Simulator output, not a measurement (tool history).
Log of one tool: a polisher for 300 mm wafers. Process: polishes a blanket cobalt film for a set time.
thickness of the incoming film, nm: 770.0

run,hour,flow of slurry (ml/min),pressure of the wafer on the pad (kPa),speed of the pad under the wafer (cm/s),polishing time (s),film removed (angstrom)
1,0.0,275,8.3,122,103,3947.6
2,2.0,275,8.3,122,107,4181.4
3,3.3,270,7.6,122,107,3815.3
4,10.5,265,7.6,122,107,3746.0
5,16.2,255,7.6,122,107,3780.8
6,22.9,250,7.6,122,107,3752.5
7,28.8,240,7.6,122,107,3733.6
8,33.8,235,7.6,122,107,3788.5

Forecast run 9:
9,42.3,235,7.6,122,107,?

Run 9 gave film removed (angstrom) 3758.7.
